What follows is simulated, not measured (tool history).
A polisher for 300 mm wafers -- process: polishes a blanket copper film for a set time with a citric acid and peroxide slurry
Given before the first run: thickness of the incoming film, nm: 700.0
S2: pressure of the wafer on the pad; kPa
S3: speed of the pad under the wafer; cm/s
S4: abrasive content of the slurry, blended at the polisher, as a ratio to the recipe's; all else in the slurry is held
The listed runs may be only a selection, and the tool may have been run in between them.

Run 1, hour 0: flow of slurry (ml/min) 245, S2 28.3 kPa, S3 84 cm/s, S4 1, polishing time (s) 24. Result: film removed (nm) 50.33.
Run 2, hour 6.4: flow of slurry (ml/min) 245, S2 28.3 kPa, S3 84 cm/s, S4 1, polishing time (s) 24. Result: film removed (nm) 50.917.
Run 3, hour 8.9: flow of slurry (ml/min) 245, S2 31.7 kPa, S3 84 cm/s, S4 1, polishing time (s) 24. Result: film removed (nm) 54.991.
Run 4, hour 10.5: flow of slurry (ml/min) 245, S2 31.7 kPa, S3 84 cm/s, S4 0.8, polishing time (s) 24. Result: film removed (nm) 52.313.
Run 5, hour 15.6: flow of slurry (ml/min) 300, S2 31.7 kPa, S3 84 cm/s, S4 0.8, polishing time (s) 24. Result: film removed (nm) 53.438.
Run 6, hour 19.1: flow of slurry (ml/min) 300, S2 31.7 kPa, S3 104 cm/s, S4 0.8, polishing time (s) 24. Result: film removed (nm) 66.243.
Run 7, hour 26.8: flow of slurry (ml/min) 300, S2 33.1 kPa, S3 104 cm/s, S4 0.8, polishing time (s) 24. Result: film removed (nm) 69.303.

Run 8 comes next. What will it give?
Run 8, hour 30: flow of slurry (ml/min) 300, S2 33.8 kPa, S3 104 cm/s, S4 0.8, polishing time (s) 24. Result: film removed (nm) ?.

film removed (nm): 71.369

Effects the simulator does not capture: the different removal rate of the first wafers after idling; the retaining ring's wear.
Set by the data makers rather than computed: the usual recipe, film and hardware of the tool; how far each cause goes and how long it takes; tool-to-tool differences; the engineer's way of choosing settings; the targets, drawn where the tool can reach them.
